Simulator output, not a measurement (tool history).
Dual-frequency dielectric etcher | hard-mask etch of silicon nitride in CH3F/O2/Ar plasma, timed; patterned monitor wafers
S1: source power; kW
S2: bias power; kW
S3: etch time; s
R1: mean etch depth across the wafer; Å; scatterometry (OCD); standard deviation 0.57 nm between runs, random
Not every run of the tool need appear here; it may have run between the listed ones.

run  hour    S1     S2     S3      R1
  1     0  0.44  0.073  105.5  823.28
  2   8.2  0.47  0.074  105.5  857.63
  3  15.7  0.47  0.074   96.5  783.64
  4  17.1  0.49  0.079   97.5  809.94
  5  25.5  0.52  0.082   99.5  861.64
  6  29.5  0.54  0.083    100  885.89

Estimate the outcome of run 7 from the log above:
  7  30.3  0.55  0.084  100   ?

Run 7 came out at R1 897.83 Å.
